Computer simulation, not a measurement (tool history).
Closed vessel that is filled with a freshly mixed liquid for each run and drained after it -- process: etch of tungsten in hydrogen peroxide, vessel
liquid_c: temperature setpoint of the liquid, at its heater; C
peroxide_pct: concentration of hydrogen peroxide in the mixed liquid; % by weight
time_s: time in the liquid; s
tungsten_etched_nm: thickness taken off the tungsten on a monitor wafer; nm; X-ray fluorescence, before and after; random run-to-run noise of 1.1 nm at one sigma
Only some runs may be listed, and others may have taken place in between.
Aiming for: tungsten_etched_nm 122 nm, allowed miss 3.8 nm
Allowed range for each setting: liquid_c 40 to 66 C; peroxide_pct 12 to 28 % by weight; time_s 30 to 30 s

run 1 day=0 | liquid_c=56 peroxide_pct=19 time_s=30 | tungsten_etched_nm=82.502
run 2 day=0.279 | liquid_c=56.5 peroxide_pct=19 time_s=30 | tungsten_etched_nm=84.529
run 3 day=0.421 | liquid_c=57 peroxide_pct=19 time_s=30 | tungsten_etched_nm=86.378
run 4 day=0.654 | liquid_c=57 peroxide_pct=16 time_s=30 | tungsten_etched_nm=79.986
run 5 day=0.833 | liquid_c=51.5 peroxide_pct=16 time_s=30 | tungsten_etched_nm=57.321
run 6 day=1.108 | liquid_c=53 peroxide_pct=16 time_s=30 | tungsten_etched_nm=62.712
run 7 day=1.367 | liquid_c=54 peroxide_pct=16 time_s=30 | tungsten_etched_nm=66.198
run 8 day=1.546 | liquid_c=62 peroxide_pct=16.5 time_s=30 | tungsten_etched_nm=108.33
run 9 day=1.688 | liquid_c=63 peroxide_pct=16.5 time_s=30 | tungsten_etched_nm=113.91
run 10 day=2.017 | liquid_c=63.5 peroxide_pct=16.5 time_s=30 | tungsten_etched_nm=117.08

Exercise: of the 5 proposed moves below, exactly one satisfies all targets within the stated allowed misses. Which move is it?
run A day=2.346 | liquid_c=64.5 peroxide_pct=12.5 time_s=30 | tungsten_etched_nm=?
run B day=2.346 | liquid_c=63.5 peroxide_pct=15.5 time_s=30 | tungsten_etched_nm=?
run C day=2.346 | liquid_c=63.5 peroxide_pct=17.5 time_s=30 | tungsten_etched_nm=?
run D day=2.346 | liquid_c=64.5 peroxide_pct=14 time_s=30 | tungsten_etched_nm=?
run E day=2.346 | liquid_c=64 peroxide_pct=14.5 time_s=30 | tungsten_etched_nm=?

move=A tungsten_etched_nm=107.13
move=B tungsten_etched_nm=112.78
move=C tungsten_etched_nm=119.84
move=D tungsten_etched_nm=113.38
move=E tungsten_etched_nm=112.19
A: moves away from the targets compared with the last run
B: moves away from the targets compared with the last run
C: all results land within tolerance of their targets
D: moves away from the targets compared with the last run
E: moves away from the targets compared with the last run
C is the move that brings every result within its allowed miss.
